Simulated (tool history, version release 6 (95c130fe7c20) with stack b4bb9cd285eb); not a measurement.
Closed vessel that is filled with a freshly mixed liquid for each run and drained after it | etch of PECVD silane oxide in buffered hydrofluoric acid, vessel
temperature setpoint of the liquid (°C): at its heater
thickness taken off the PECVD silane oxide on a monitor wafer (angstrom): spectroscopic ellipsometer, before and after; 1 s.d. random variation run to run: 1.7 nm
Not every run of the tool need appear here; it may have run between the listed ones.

run  hour  temperature setpoint of the liquid (°C)  parts of 40 % ammonium fluoride to one part of 49 % hydrofluoric acid (parts by volume)  time in the liquid (s)  thickness taken off the PECVD silane oxide on a monitor wafer (angstrom)
  1   0.0                                     23.0                                                                                      9.5                      95                                                                    3092.8
  2   8.9                                     23.0                                                                                      9.5                      95                                                                    3088.8
  3  10.4                                     23.0                                                                                     12.5                      95                                                                    2402.9
  4  14.4                                     23.0                                                                                     15.0                      95                                                                    2001.3
  5  17.7                                     25.0                                                                                     15.0                      95                                                                    2235.9
  6  21.9                                     26.0                                                                                     14.0                      95                                                                    2533.1
  7  26.1                                     27.0                                                                                     13.0                      95                                                                    2879.0
  8  33.8                                     28.0                                                                                     12.0                      95                                                                    3245.7
  9  40.7                                     28.5                                                                                     11.5                      95                                                                    3496.3
 10  47.9                                     29.0                                                                                     11.0                      95                                                                    3722.5

Predict the results of run 11:
 11  49.8                                     29.5                                                                                     10.5                      95                                                                         ?

thickness taken off the PECVD silane oxide on a monitor wafer (angstrom): 3990.8
